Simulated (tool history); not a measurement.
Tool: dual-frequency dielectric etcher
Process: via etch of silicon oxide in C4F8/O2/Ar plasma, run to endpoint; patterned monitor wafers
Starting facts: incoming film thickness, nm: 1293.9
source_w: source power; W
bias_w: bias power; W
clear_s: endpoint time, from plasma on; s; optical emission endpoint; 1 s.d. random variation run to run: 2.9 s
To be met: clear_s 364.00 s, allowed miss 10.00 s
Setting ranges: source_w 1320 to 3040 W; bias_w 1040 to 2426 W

| run | hour | source_w | bias_w | clear_s |
|---|---|---|---|---|
| 1 | 0.0 | 2180 | 1733 | 254.93 |
| 2 | 6.6 | 2550 | 1733 | 232.37 |
| 3 | 13.9 | 2260 | 1567 | 253.08 |
| 4 | 18.9 | 2040 | 1441 | 285.19 |
|  | 24.6 | bias power generator calibrated |
| 5 | 24.6 | 2040 | 1154 | 303.20 |
| 6 | 27.3 | 1900 | 1130 | 319.84 |
| 7 | 31.8 | 1810 | 1116 | 326.56 |
| 8 | 33.6 | 1730 | 1102 | 344.85 |
| 9 | 35.3 | 1700 | 1098 | 346.71 |
| 10 | 37.8 | 1700 | 1098 | 345.90 |
| 11 | 39.5 | 1670 | 1094 | 353.83 |
| 12 | 45.0 | 1540 | 1060 | 377.64 |

5 candidate next runs follow, results not yet known. Just one meets every target within its allowed miss. Identify it.
| A | 50.5 | 1360 | 1586 | ? |
| B | 50.5 | 1450 | 1443 | ? |
| C | 50.5 | 1470 | 1049 | ? |
| D | 50.5 | 1480 | 1120 | ? |
| E | 50.5 | 1490 | 1040 | ? |

| move | clear_s |
|---|---|
| A | 381.72 |
| B | 369.58 |
| C | 401.03 |
| D | 391.07 |
| E | 397.07 |
A: moves away from the targets compared with the last run
B: all results land within tolerance of their targets
C: moves away from the targets compared with the last run
D: moves away from the targets compared with the last run
E: moves away from the targets compared with the last run
The move that meets every target is B.

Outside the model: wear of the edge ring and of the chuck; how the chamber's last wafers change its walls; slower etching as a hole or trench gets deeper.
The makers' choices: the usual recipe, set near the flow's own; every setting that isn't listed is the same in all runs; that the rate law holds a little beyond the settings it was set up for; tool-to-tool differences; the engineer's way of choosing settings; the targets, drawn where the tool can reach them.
